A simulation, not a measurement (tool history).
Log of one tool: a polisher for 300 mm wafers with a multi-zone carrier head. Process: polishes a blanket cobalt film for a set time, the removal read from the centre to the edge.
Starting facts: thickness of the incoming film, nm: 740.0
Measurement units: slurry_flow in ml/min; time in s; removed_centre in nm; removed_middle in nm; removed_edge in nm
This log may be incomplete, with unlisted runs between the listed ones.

run    day  slurry_flow  centre_zone  middle_zone  edge_zone  time  removed_centre  removed_middle  removed_edge
  1      0          135            1            1          1    51          162.86          161.35        157.05
  2  0.092          135            1            1          1    41          130.39          130.94        128.57
  3  0.129          145         1.02         0.99       1.04    46          151.67          145.16         145.1
  4  0.246          160         1.02         0.99       1.04    46          154.19          144.61        148.29
  5  0.442          160         0.95         0.99       1.04    46           145.8          148.56         146.7
  6  0.792          160         0.95         0.99       1.04    58          184.09          189.31        187.16
  7  1.092          165         0.99         0.99       1.06    59          193.14          187.94         193.3
  8  1.329          170         1.02            1       1.07    60          200.71          194.73        197.51

What does the tool deliver on the next run?
  9  1.671          175         1.05         0.99       1.08    61               ?               ?             ?

Run 9 measured removed_centre 211.33 nm, removed_middle 196.86 nm, removed_edge 200.96 nm.
